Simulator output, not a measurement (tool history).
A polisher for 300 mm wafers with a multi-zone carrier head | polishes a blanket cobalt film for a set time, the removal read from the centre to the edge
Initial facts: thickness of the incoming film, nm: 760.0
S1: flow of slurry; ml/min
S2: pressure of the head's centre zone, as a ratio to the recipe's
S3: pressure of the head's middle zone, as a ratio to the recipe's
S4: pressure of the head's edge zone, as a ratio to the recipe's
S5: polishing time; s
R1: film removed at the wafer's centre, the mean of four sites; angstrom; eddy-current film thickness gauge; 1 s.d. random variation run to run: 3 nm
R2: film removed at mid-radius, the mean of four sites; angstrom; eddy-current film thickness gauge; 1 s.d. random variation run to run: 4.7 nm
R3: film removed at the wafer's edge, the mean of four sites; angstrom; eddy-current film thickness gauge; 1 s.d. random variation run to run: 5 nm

Run 1, hour 0.0: S1 305 ml/min, S2 1.00, S3 1.00, S4 1.00, S5 54 s. Result: R1 2721.6 angstrom, R2 2729.9 angstrom, R3 2675.0 angstrom.
Run 2, hour 4.6: S1 305 ml/min, S2 1.00, S3 1.00, S4 1.00, S5 42 s. Result: R1 2117.3 angstrom, R2 2111.6 angstrom, R3 2126.5 angstrom.
Run 3, hour 11.9: S1 305 ml/min, S2 1.00, S3 1.00, S4 1.00, S5 53 s. Result: R1 2702.6 angstrom, R2 2617.7 angstrom, R3 2696.4 angstrom.
Run 4, hour 14.5: S1 305 ml/min, S2 0.97, S3 1.00, S4 1.00, S5 53 s. Result: R1 2626.1 angstrom, R2 2679.2 angstrom, R3 2553.5 angstrom.
Run 5, hour 23.0: S1 365 ml/min, S2 0.97, S3 1.00, S4 1.00, S5 53 s. Result: R1 2667.9 angstrom, R2 2720.1 angstrom, R3 2630.7 angstrom.
Run 6, hour 28.4: S1 365 ml/min, S2 0.89, S3 1.00, S4 1.00, S5 53 s. Result: R1 2443.0 angstrom, R2 2714.1 angstrom, R3 2627.7 angstrom.

Run 7 has not been measured yet. What should we expect?
Run 7, hour 34.6: S1 370 ml/min, S2 0.94, S3 1.03, S4 1.01, S5 55 s. Result: R1 ?, R2 ?, R3 ?.

R1: 2692.1 angstrom
R2: 2902.4 angstrom
R3: 2742.5 angstrom
